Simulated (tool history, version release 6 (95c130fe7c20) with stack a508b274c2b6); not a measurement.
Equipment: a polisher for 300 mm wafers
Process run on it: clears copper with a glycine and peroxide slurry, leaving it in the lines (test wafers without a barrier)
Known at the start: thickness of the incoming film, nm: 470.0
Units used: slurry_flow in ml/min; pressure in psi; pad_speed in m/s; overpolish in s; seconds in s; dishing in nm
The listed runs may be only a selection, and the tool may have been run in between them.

run 1 hour=0 | slurry_flow=220 pressure=2.7 pad_speed=0.94 overpolish=21 | seconds=118.72 dishing=61.975
run 2 hour=6.2 | slurry_flow=220 pressure=3.2 pad_speed=0.94 overpolish=21 | seconds=107.41 dishing=69.515
run 3 hour=14.2 | slurry_flow=215 pressure=2.9 pad_speed=0.92 overpolish=22 | seconds=115.41 dishing=64.178
run 4 hour=20.7 | slurry_flow=215 pressure=2.6 pad_speed=0.92 overpolish=24 | seconds=122.96 dishing=67.262
run 5 hour=23.4 | slurry_flow=215 pressure=2.6 pad_speed=0.84 overpolish=24 | seconds=130.43 dishing=62.442
run 6 hour=32.2 | slurry_flow=215 pressure=2.6 pad_speed=0.84 overpolish=21 | seconds=130.78 dishing=58.419
run 7 hour=37.1 | slurry_flow=215 pressure=2.4 pad_speed=0.84 overpolish=22 | seconds=135.08 dishing=56.746

Expected results for the next run?
run 8 hour=37.8 | slurry_flow=195 pressure=1.7 pad_speed=0.78 overpolish=31 | seconds=? dishing=?

Run 8 came out at seconds 170.27 s, dishing 62.886 nm.
